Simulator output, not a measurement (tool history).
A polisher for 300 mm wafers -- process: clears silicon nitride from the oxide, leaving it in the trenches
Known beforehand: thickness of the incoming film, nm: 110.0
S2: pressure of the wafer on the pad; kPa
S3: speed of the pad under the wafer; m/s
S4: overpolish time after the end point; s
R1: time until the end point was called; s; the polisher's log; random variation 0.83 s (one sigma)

Run 1, day 0.000: flow of slurry (ml/min) 295, S2 20.7 kPa, S3 1.16 m/s, S4 17 s. Result: R1 111.240 s.
Run 2, day 0.367: flow of slurry (ml/min) 295, S2 21.4 kPa, S3 1.16 m/s, S4 17 s. Result: R1 110.640 s.
Run 3, day 0.400: flow of slurry (ml/min) 335, S2 21.4 kPa, S3 1.16 m/s, S4 17 s. Result: R1 105.110 s.
Run 4, day 0.517: flow of slurry (ml/min) 340, S2 22.1 kPa, S3 1.16 m/s, S4 17 s. Result: R1 102.920 s.
Run 5, day 0.833: flow of slurry (ml/min) 340, S2 22.8 kPa, S3 1.16 m/s, S4 17 s. Result: R1 102.440 s.
Run 6, day 1.050: flow of slurry (ml/min) 340, S2 25.5 kPa, S3 1.16 m/s, S4 17 s. Result: R1 92.153 s.
Run 7, day 1.308: flow of slurry (ml/min) 340, S2 26.2 kPa, S3 1.16 m/s, S4 17 s. Result: R1 86.367 s.

What does the tool deliver on the next run?
Run 8, day 1.525: flow of slurry (ml/min) 340, S2 26.9 kPa, S3 1.16 m/s, S4 17 s. Result: R1 ?.

Run 8 yielded R1 86.568 s.
